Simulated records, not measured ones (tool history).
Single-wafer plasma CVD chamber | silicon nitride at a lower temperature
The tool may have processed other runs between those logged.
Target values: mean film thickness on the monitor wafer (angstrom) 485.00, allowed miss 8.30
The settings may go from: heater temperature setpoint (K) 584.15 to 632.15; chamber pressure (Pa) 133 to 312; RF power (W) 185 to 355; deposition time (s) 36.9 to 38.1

run  hour  heater temperature setpoint (K)  chamber pressure (Pa)  RF power (W)  deposition time (s)  mean film thickness on the monitor wafer (angstrom)
  1   0.0                           608.15                    223           270                 36.9                                               430.64
  2   6.6                           608.15                    223           300                 36.9                                               473.17
  3  15.3                           618.15                    223           300                 36.9                                               470.36
  4  21.6                           618.15                    227           300                 36.9                                               472.28
  5  29.9                           618.15                    227           275                 36.9                                               436.69
  6  34.7                           618.15                    227           275                 38.1                                               452.37
  7  36.6                           618.15                    227           275                 38.1                                               450.49
  8  39.0                           618.15                    235           275                 38.1                                               453.84
  9  40.5                           618.15                    243           275                 38.1                                               459.92
 10  46.3                           618.15                    249           275                 38.1                                               464.28
 11  55.1                           618.15                    255           275                 38.1                                               469.78
 12  62.8                           618.15                    259           275                 38.1                                               470.15
 13  67.5                           618.15                    263           275                 38.1                                               468.55
 14  72.5                           618.15                    267           275                 38.1                                               473.27
 15  73.1                           618.15                    269           275                 38.1                                               472.44
 16  78.6                           618.15                    272           275                 38.1                                               473.12
 17  85.8                           618.15                    275           275                 38.1                                               474.49
 18  90.3                           618.15                    277           275                 38.1                                               477.35
 19  99.0                           618.15                    279           275                 38.1                                               480.05

Which one of the following 4 next-run settings gets every result inside its allowed miss? There is exactly one.
  A  107.7                           617.15                    261           285                 38.0                                                    ?
  B  107.7                           621.15                    293           275                 36.9                                                    ?
  C  107.7                           603.15                    267           270                 38.1                                                    ?
  D  107.7                           628.15                    213           305                 36.9                                                    ?

move  mean film thickness on the monitor wafer (angstrom)
   A                                               484.63
   B                                               467.45
   C                                               466.98
   D                                               472.56
A: every result lands within tolerance
B: the biggest miss grows against the last run
C: the biggest miss grows against the last run
D: the biggest miss grows against the last run
Go with A: it meets all targets.
